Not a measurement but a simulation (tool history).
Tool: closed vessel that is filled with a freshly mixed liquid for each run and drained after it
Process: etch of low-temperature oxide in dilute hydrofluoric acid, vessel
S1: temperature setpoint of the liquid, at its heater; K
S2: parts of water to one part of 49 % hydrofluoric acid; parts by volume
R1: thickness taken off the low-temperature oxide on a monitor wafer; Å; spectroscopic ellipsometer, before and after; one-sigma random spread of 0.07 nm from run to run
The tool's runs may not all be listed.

run 1 hour=0 | S1=297.15 S2=200 time_in_the_liquid_(s)=40 | R1=50.121
run 2 hour=3.1 | S1=298.65 S2=195 time_in_the_liquid_(s)=40 | R1=54.58
run 3 hour=5.1 | S1=295.15 S2=195 time_in_the_liquid_(s)=40 | R1=48.343
run 4 hour=8.2 | S1=292.65 S2=195 time_in_the_liquid_(s)=40 | R1=43.553
run 5 hour=15.9 | S1=294.65 S2=190 time_in_the_liquid_(s)=40 | R1=48.804
run 6 hour=20.8 | S1=292.15 S2=190 time_in_the_liquid_(s)=40 | R1=44.16
run 7 hour=23.3 | S1=294.15 S2=185 time_in_the_liquid_(s)=40 | R1=49.4

For run 8, what comes out?
run 8 hour=26.6 | S1=296.15 S2=180 time_in_the_liquid_(s)=40 | R1=?

{"run 8": {"R1": 54.898}}
